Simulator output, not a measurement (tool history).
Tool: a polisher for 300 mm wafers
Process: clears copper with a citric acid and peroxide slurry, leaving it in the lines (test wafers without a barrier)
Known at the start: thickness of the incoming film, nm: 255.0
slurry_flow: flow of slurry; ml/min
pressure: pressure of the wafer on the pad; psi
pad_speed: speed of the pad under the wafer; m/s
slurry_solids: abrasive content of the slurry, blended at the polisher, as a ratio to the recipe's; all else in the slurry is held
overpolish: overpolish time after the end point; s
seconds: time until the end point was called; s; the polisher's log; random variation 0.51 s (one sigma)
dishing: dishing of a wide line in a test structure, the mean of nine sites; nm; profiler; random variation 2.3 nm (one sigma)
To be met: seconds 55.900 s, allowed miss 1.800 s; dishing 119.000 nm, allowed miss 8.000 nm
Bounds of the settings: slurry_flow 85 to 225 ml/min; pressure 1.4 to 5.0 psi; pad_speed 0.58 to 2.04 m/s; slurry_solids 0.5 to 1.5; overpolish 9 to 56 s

{"run": 1, "day": 0.0, "slurry_flow": 145, "pressure": 3.2, "pad_speed": 1.3, "slurry_solids": 1.0, "overpolish": 29, "seconds": 71.858, "dishing": 64.338}
{"run": 2, "day": 0.038, "slurry_flow": 145, "pressure": 3.3, "pad_speed": 1.3, "slurry_solids": 1.0, "overpolish": 31, "seconds": 71.196, "dishing": 70.853}
{"run": 3, "day": 0.292, "slurry_flow": 145, "pressure": 3.3, "pad_speed": 1.3, "slurry_solids": 1.0, "overpolish": 22, "seconds": 70.232, "dishing": 54.325}
{"run": 4, "day": 0.404, "slurry_flow": 145, "pressure": 3.3, "pad_speed": 1.3, "slurry_solids": 1.2, "overpolish": 22, "seconds": 68.128, "dishing": 55.271}
{"run": 5, "day": 0.479, "slurry_flow": 145, "pressure": 3.3, "pad_speed": 1.3, "slurry_solids": 1.1, "overpolish": 22, "seconds": 69.119, "dishing": 55.225}
{"run": 6, "day": 0.571, "slurry_flow": 145, "pressure": 2.5, "pad_speed": 1.3, "slurry_solids": 1.1, "overpolish": 22, "seconds": 86.23, "dishing": 46.072}
{"run": 7, "day": 0.871, "slurry_flow": 145, "pressure": 2.7, "pad_speed": 1.3, "slurry_solids": 1.1, "overpolish": 25, "seconds": 81.459, "dishing": 55.155}
{"run": 8, "day": 1.217, "slurry_flow": 145, "pressure": 2.9, "pad_speed": 1.3, "slurry_solids": 1.1, "overpolish": 27, "seconds": 76.444, "dishing": 58.745}
{"run": 9, "day": 1.438, "slurry_flow": 145, "pressure": 3.0, "pad_speed": 1.3, "slurry_solids": 1.1, "overpolish": 29, "seconds": 74.382, "dishing": 63.894}
{"run": 10, "day": 1.65, "slurry_flow": 160, "pressure": 3.9, "pad_speed": 1.3, "slurry_solids": 1.1, "overpolish": 43, "seconds": 60.295, "dishing": 103.25}
{"run": 11, "day": 1.896, "slurry_flow": 160, "pressure": 4.1, "pad_speed": 1.3, "slurry_solids": 1.1, "overpolish": 45, "seconds": 56.627, "dishing": 111.66}
{"run": 12, "day": 2.05, "slurry_flow": 160, "pressure": 4.1, "pad_speed": 1.3, "slurry_solids": 1.1, "overpolish": 46, "seconds": 57.792, "dishing": 112.76}

Which of these 5 next moves meets every target?
{"run": "A", "day": 2.204, "slurry_flow": 160, "pressure": 3.7, "pad_speed": 1.32, "slurry_solids": 1.1, "overpolish": 49, "seconds": "?", "dishing": "?"}
{"run": "B", "day": 2.204, "slurry_flow": 190, "pressure": 4.9, "pad_speed": 0.96, "slurry_solids": 1.2, "overpolish": 50, "seconds": "?", "dishing": "?"}
{"run": "C", "day": 2.204, "slurry_flow": 150, "pressure": 4.3, "pad_speed": 1.16, "slurry_solids": 1.2, "overpolish": 48, "seconds": "?", "dishing": "?"}
{"run": "D", "day": 2.204, "slurry_flow": 115, "pressure": 3.9, "pad_speed": 1.42, "slurry_solids": 1.3, "overpolish": 39, "seconds": "?", "dishing": "?"}
{"run": "E", "day": 2.204, "slurry_flow": 165, "pressure": 4.1, "pad_speed": 1.3, "slurry_solids": 1.2, "overpolish": 50, "seconds": "?", "dishing": "?"}

move=A seconds=62.296 dishing=105.830
move=B seconds=63.421 dishing=109.490
move=C seconds=61.185 dishing=107.550
move=D seconds=55.771 dishing=98.688
move=E seconds=56.795 dishing=114.770
A: further off than the last run
B: further off than the last run
C: further off than the last run
D: brings the result that was furthest off to its target, and leaves another outside
E: meets every target
The right move is E.

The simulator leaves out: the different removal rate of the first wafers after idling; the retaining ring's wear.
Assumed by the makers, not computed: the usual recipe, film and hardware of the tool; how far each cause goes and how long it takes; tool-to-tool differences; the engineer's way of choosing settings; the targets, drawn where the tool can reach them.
